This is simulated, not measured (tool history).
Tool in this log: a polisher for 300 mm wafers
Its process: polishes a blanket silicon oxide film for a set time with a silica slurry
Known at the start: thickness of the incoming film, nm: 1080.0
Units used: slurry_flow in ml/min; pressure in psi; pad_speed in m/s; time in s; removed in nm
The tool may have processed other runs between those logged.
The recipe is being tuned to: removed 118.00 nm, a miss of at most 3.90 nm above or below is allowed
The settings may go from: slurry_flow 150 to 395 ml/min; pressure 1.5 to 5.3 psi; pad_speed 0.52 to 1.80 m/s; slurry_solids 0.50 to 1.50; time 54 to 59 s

{"run": 1, "day": 0.0, "slurry_flow": 250, "pressure": 3.4, "pad_speed": 1.16, "slurry_solids": 1.0, "time": 59, "removed": 150.89}
{"run": 2, "day": 0.162, "slurry_flow": 250, "pressure": 3.4, "pad_speed": 1.28, "slurry_solids": 1.0, "time": 59, "removed": 159.12}
{"run": 3, "day": 0.225, "slurry_flow": 250, "pressure": 3.4, "pad_speed": 1.28, "slurry_solids": 1.0, "time": 54, "removed": 145.98}
{"run": 4, "day": 0.4, "slurry_flow": 250, "pressure": 3.2, "pad_speed": 1.28, "slurry_solids": 1.0, "time": 54, "removed": 139.73}
{"run": 5, "day": 0.667, "slurry_flow": 250, "pressure": 3.2, "pad_speed": 1.12, "slurry_solids": 1.0, "time": 54, "removed": 128.41}
{"run": 6, "day": 0.925, "slurry_flow": 250, "pressure": 3.2, "pad_speed": 1.24, "slurry_solids": 1.0, "time": 54, "removed": 135.47}
{"run": 7, "day": 1.179, "slurry_flow": 250, "pressure": 3.1, "pad_speed": 1.24, "slurry_solids": 1.0, "time": 54, "removed": 134.2}
{"run": 8, "day": 1.346, "slurry_flow": 250, "pressure": 2.9, "pad_speed": 1.24, "slurry_solids": 1.0, "time": 54, "removed": 127.24}

Which of these 4 next moves meets every target?
{"run": "A", "day": 1.512, "slurry_flow": 260, "pressure": 2.6, "pad_speed": 1.26, "slurry_solids": 1.0, "time": 55, "removed": "?"}
{"run": "B", "day": 1.512, "slurry_flow": 245, "pressure": 2.6, "pad_speed": 1.08, "slurry_solids": 1.05, "time": 55, "removed": "?"}
{"run": "C", "day": 1.512, "slurry_flow": 260, "pressure": 3.0, "pad_speed": 1.06, "slurry_solids": 0.8, "time": 54, "removed": "?"}
{"run": "D", "day": 1.512, "slurry_flow": 230, "pressure": 2.9, "pad_speed": 1.08, "slurry_solids": 0.95, "time": 54, "removed": "?"}

move=A removed=116.50
move=B removed=108.20
move=C removed=106.55
move=D removed=110.70
A: all results in spec
B: takes the result that was furthest off past its target
C: takes the result that was furthest off past its target
D: takes the result that was furthest off past its target
Go with A: it meets all targets.

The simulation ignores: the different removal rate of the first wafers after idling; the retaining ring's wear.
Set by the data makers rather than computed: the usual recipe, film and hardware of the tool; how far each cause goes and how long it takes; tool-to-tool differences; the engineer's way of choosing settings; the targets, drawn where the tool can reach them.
